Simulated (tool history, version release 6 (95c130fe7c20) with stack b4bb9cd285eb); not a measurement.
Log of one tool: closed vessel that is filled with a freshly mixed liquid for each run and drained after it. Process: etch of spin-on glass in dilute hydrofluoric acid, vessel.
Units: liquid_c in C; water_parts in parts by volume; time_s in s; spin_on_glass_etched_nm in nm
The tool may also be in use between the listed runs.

run	hour	liquid_c	water_parts	time_s	spin_on_glass_etched_nm
1	0	21	100	95	38.077
2	2.1	23	80	95	52.62
3	9.5	24.5	65	95	70.425
4	15.6	24.5	65	100	73.363
5	19.5	24.5	65	95	70.139
6	24.8	25.5	55	95	87.478
7	26.8	26.5	50	95	101.26
8	30.9	27	45	95	115.1
9	37.5	29	35	95	162.84
10	38.3	27	35	95	149.72
11	45.4	26.5	35	95	148.29

Run 12 is up next; what results do you expect?
12	52.7	26	35	95	?

spin_on_glass_etched_nm: 145.46 nm

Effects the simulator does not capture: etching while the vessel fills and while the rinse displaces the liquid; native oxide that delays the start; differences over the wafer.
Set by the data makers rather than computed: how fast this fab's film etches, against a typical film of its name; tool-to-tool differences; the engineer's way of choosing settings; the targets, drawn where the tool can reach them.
